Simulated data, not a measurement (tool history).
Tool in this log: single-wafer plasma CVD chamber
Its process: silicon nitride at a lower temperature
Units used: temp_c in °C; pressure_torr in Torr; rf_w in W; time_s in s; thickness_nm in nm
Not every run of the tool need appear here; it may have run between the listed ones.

run,hour,temp_c,pressure_torr,rf_w,time_s,thickness_nm
1,0,375,1.25,245,41.4,42.556
2,6.3,381,1.12,225,41.4,36.814
3,15.3,381,1.12,210,41.4,34.275
4,21.8,381,1.04,210,41.4,32.76
5,26.3,381,1.04,210,41.4,32.982
6,34.7,381,0.97,210,41.4,31.553
7,38.6,381,0.75,210,41.4,25.142

Forecast run 8:
8,40.4,381,0.79,210,41.4,?

{"run 8": {"thickness_nm": 26.967}}
